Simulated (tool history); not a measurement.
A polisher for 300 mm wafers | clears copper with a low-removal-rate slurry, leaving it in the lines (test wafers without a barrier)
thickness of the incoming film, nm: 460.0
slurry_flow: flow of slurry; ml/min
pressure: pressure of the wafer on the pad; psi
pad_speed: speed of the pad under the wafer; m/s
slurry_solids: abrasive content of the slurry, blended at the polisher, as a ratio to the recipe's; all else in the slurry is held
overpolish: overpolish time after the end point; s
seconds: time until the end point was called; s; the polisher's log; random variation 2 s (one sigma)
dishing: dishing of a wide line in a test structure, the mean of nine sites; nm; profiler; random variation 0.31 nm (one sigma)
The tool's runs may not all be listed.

run,hour,slurry_flow,pressure,pad_speed,slurry_solids,overpolish,seconds,dishing
1,0,250,3.5,1.18,1,18,123.23,43.786
2,2.4,250,2.9,1.18,1,18,140.72,35.867
3,6.6,250,2.9,1.3,1,18,129.08,41.01
4,8.1,250,3.3,1.3,1,18,115.12,44.658
5,12.4,255,2.8,1.36,1.05,14,126.22,32.993
6,18.6,255,2.8,1.66,1.05,14,102.82,37.799
7,22.6,250,2.5,1.64,1.15,12,111.22,33.84
8,27.4,290,2.3,1.68,0.95,10,119.95,25.803

Run 9 comes next. What will it give?
9,34.2,320,2.2,1.72,0.85,9,?,?

seconds: 124.34 s
dishing: 22.292 nm

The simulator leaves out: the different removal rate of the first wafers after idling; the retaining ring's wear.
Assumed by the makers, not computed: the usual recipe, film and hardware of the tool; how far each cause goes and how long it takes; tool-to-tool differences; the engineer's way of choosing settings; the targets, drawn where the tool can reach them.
